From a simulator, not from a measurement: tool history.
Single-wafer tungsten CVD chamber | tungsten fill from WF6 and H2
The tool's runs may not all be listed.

run  hour  heater temperature setpoint (deg C)  chamber pressure (Torr)  deposition time (s)  mean film thickness on the monitor wafer (angstrom)
  1   0.0                                  395                     36.3                 10.1                                               318.32
  2   5.4                                  395                     36.3                 10.1                                               319.11
  3  12.5                                  404                     36.3                 10.1                                               374.23
  4  18.0                                  404                     40.7                 10.1                                               394.71
  5  19.2                                  399                     40.3                 10.1                                               358.94
  6  21.6                                  394                     40.3                 10.1                                               328.62
  7  24.0                                  391                     40.1                 10.1                                               310.94

Forecast run 8:
  8  25.9                                  389                     39.9                 10.1                                                    ?

mean film thickness on the monitor wafer (angstrom): 299.06
